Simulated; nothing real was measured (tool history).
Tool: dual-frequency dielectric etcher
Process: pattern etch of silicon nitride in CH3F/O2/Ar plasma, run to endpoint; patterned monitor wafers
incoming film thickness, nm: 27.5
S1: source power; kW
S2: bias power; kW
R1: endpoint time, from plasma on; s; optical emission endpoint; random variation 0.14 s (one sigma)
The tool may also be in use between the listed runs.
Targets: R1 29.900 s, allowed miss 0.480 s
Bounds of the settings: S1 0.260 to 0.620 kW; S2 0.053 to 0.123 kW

run  hour     S1     S2      R1
  1   0.0  0.440  0.088  33.916
  2   1.6  0.440  0.098  32.949
  3   2.4  0.440  0.108  31.255
  4   9.0  0.390  0.108  32.575
  5   9.8  0.360  0.108  33.664
  6  15.1  0.430  0.108  31.847
  7  15.9  0.440  0.108  31.600
  8  23.6  0.450  0.108  31.473
  9  30.1  0.460  0.108  31.070
 10  35.4  0.470  0.108  31.070
 11  42.7  0.480  0.108  31.008
 12  50.8  0.490  0.108  30.713

4 next moves are on the table. One of them brings every result within its allowed miss. Which?
  A  58.9  0.500  0.096   ?
  B  58.9  0.420  0.118   ?
  C  58.9  0.560  0.101   ?
  D  58.9  0.410  0.111   ?

move      R1
   A  31.772
   B  31.231
   C  30.035
   D  32.195
A: further off than the last run
B: further off than the last run
C: meets every target
D: further off than the last run
The right move is C.

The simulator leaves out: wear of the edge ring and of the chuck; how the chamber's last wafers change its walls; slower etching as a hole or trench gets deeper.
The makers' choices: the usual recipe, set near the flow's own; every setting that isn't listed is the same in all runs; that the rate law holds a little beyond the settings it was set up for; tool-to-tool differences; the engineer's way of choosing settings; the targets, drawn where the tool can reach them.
